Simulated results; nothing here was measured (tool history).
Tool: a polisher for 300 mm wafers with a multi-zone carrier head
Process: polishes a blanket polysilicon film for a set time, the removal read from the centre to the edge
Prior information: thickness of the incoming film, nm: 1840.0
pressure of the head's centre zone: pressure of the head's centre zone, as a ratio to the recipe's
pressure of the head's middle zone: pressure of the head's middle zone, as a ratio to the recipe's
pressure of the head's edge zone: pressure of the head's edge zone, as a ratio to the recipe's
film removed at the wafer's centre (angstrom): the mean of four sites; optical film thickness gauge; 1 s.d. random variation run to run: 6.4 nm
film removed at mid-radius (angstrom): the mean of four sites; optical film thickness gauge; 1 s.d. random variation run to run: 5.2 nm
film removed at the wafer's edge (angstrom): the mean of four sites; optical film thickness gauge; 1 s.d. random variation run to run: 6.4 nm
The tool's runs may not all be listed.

| run | hour | flow of slurry (ml/min) | pressure of the head's centre zone | pressure of the head's middle zone | pressure of the head's edge zone | polishing time (s) | film removed at the wafer's centre (angstrom) | film removed at mid-radius (angstrom) | film removed at the wafer's edge (angstrom) |
|---|---|---|---|---|---|---|---|---|---|
| 1 | 0.0 | 125 | 1.00 | 1.00 | 1.00 | 72 | 5078.2 | 5103.5 | 5158.2 |
| 2 | 1.4 | 125 | 0.92 | 1.00 | 1.00 | 72 | 4688.3 | 5192.5 | 5281.7 |
| 3 | 8.9 | 125 | 0.92 | 1.05 | 1.00 | 72 | 4611.1 | 5284.9 | 5419.5 |
| 4 | 14.6 | 140 | 0.92 | 1.05 | 1.00 | 72 | 4901.5 | 5376.6 | 5393.4 |
| 5 | 16.5 | 140 | 0.86 | 1.05 | 1.00 | 72 | 4491.2 | 5407.0 | 5397.5 |
|  | 24.0 | centre zone pressure recalibrated |
| 6 | 24.0 | 140 | 0.87 | 1.03 | 0.96 | 70 | 4677.0 | 5213.3 | 5130.7 |
| 7 | 25.7 | 135 | 0.86 | 1.03 | 0.93 | 68 | 4421.3 | 5017.3 | 4946.5 |
| 8 | 32.6 | 135 | 0.86 | 1.04 | 0.90 | 66 | 4353.8 | 4837.9 | 4864.9 |

The next listed run, before its measurement:
| 9 | 40.2 | 135 | 0.86 | 1.04 | 0.90 | 66 | ? | ? | ? |

{"run 9": {"film removed at the wafer's centre (angstrom)": 4420.8, "film removed at mid-radius (angstrom)": 4943.1, "film removed at the wafer's edge (angstrom)": 4621.6}}

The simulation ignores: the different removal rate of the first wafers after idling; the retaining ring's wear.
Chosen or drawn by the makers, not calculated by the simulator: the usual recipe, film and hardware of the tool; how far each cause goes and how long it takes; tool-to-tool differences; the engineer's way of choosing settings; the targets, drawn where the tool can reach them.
